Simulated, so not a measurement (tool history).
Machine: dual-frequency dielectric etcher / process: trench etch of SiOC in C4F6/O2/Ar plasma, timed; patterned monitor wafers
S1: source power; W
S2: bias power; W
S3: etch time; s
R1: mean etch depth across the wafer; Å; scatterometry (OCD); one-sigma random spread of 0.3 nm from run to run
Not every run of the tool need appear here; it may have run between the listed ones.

run  hour   S1   S2    S3      R1
  1     0  350  149    26  499.03
  2   5.5  350  149  27.5  534.51
  3  11.8  380  149  27.5  551.79
  4  14.5  390  150  27.5  555.23
  5  15.5  330  150  27.5  520.29
  6  21.6  330  150    26  490.86
  7  28.2  330  150    26  493.15
  8  31.1  350  156    26  508.27
  9  35.8  370  159    26  525.44
 10  44.2  390  161    26   541.1
 11  50.1  410  162    26   548.8
 12  54.4  420  164    26  561.94

For run 13, what comes out?
 13  62.9  430  165  26   ?

{"run 13": {"R1": 576.9}}
